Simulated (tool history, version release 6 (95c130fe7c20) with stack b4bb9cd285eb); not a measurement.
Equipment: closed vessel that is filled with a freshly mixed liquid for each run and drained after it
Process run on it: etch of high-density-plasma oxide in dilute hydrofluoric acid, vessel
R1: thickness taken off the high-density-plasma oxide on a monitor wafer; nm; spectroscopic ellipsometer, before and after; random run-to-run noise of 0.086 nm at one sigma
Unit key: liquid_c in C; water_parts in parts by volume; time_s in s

{"run": 1, "hour": 0.0, "liquid_c": 22, "water_parts": 95, "time_s": 290, "R1": 14.819}
{"run": 2, "hour": 1.4, "liquid_c": 22, "water_parts": 95, "time_s": 225, "R1": 11.565}
{"run": 3, "hour": 4.1, "liquid_c": 22, "water_parts": 95, "time_s": 225, "R1": 11.55}
{"run": 4, "hour": 8.5, "liquid_c": 23.5, "water_parts": 90, "time_s": 225, "R1": 12.967}
{"run": 5, "hour": 9.3, "liquid_c": 25, "water_parts": 90, "time_s": 225, "R1": 13.808}
{"run": 6, "hour": 16.7, "liquid_c": 26, "water_parts": 85, "time_s": 225, "R1": 15.339}
{"run": 7, "hour": 20.4, "liquid_c": 27, "water_parts": 80, "time_s": 225, "R1": 17.028}

For run 8, what comes out?
{"run": 8, "hour": 22.7, "liquid_c": 27.5, "water_parts": 75, "time_s": 225, "R1": "?"}

For run 8 the tool returned R1 18.547 nm.
